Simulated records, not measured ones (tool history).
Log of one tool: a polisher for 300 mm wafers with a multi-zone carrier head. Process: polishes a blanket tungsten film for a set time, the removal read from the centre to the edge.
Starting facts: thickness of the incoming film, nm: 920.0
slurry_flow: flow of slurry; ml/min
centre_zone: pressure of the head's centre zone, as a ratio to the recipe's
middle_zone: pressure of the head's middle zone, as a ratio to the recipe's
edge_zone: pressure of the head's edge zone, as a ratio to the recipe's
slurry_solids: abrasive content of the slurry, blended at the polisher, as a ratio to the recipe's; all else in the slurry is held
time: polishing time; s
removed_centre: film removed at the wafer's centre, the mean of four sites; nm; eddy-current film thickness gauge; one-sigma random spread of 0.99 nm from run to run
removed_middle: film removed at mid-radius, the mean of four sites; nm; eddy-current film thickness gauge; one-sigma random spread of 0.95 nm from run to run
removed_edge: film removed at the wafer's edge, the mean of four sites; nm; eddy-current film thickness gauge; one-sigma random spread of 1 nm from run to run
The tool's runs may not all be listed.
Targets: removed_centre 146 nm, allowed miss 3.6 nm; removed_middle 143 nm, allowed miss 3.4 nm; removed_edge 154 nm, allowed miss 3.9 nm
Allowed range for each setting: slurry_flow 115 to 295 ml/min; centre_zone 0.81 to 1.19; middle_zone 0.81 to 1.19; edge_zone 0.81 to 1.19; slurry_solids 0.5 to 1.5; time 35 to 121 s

| run | hour | slurry_flow | centre_zone | middle_zone | edge_zone | slurry_solids | time | removed_centre | removed_middle | removed_edge |
|---|---|---|---|---|---|---|---|---|---|---|
| 1 | 0 | 190 | 1 | 1 | 1 | 1 | 78 | 205.67 | 210.98 | 213.08 |
| 2 | 7.1 | 180 | 0.98 | 0.96 | 0.96 | 0.85 | 76 | 185.55 | 185.22 | 189.36 |
| 3 | 13.1 | 170 | 0.95 | 0.92 | 0.92 | 0.8 | 76 | 176.31 | 173.86 | 179.56 |
| 4 | 21 | 160 | 0.92 | 0.89 | 0.9 | 0.75 | 76 | 165.74 | 163.63 | 172.58 |
| 5 | 28.3 | 160 | 0.92 | 0.89 | 0.99 | 0.75 | 76 | 167.13 | 163.96 | 181.02 |
| 6 | 33.3 | 160 | 0.84 | 0.89 | 0.99 | 0.75 | 76 | 155.33 | 163.75 | 182.28 |
| 7 | 38 | 150 | 0.85 | 0.87 | 0.94 | 0.7 | 76 | 149.75 | 153.89 | 171.53 |
| 8 | 46.5 | 145 | 0.86 | 0.86 | 0.9 | 0.7 | 76 | 149.9 | 151.34 | 166.29 |
| 9 | 54.8 | 140 | 0.86 | 0.85 | 0.88 | 0.7 | 76 | 149.19 | 147.67 | 162.72 |
| 10 | 62.6 | 135 | 0.86 | 0.85 | 0.86 | 0.7 | 76 | 145.67 | 147.98 | 161.09 |
| 11 | 66.7 | 130 | 0.87 | 0.85 | 0.85 | 0.7 | 76 | 145.73 | 145.52 | 158.12 |
| 12 | 75.2 | 130 | 0.88 | 0.85 | 0.84 | 0.7 | 76 | 146.42 | 145.98 | 157.73 |

Below are 5 possible settings for the next run. Only one of them brings all results inside the allowed miss of their targets. Which is it?
| A | 83.7 | 215 | 0.84 | 0.9 | 0.81 | 0.55 | 76 | ? | ? | ? |
| B | 83.7 | 130 | 0.82 | 0.81 | 0.87 | 0.5 | 89 | ? | ? | ? |
| C | 83.7 | 140 | 0.92 | 0.92 | 0.9 | 0.9 | 65 | ? | ? | ? |
| D | 83.7 | 165 | 0.84 | 0.9 | 0.86 | 0.7 | 72 | ? | ? | ? |
| E | 83.7 | 135 | 0.91 | 0.87 | 0.86 | 0.75 | 71 | ? | ? | ? |

| move | removed_centre | removed_middle | removed_edge |
|---|---|---|---|
| A | 144.9 | 153.05 | 151.25 |
| B | 142.81 | 142.59 | 163.2 |
| C | 145.49 | 147.79 | 153.66 |
| D | 143.67 | 152.55 | 156.63 |
| E | 146.41 | 143.38 | 153.46 |
A: meets the target for the result that was furthest off, but another lies outside its allowed miss
B: lands further from the targets than the last run did
C: meets the target for the result that was furthest off, but another lies outside its allowed miss
D: meets the target for the result that was furthest off, but another lies outside its allowed miss
E: in spec on every target
The right move is E.
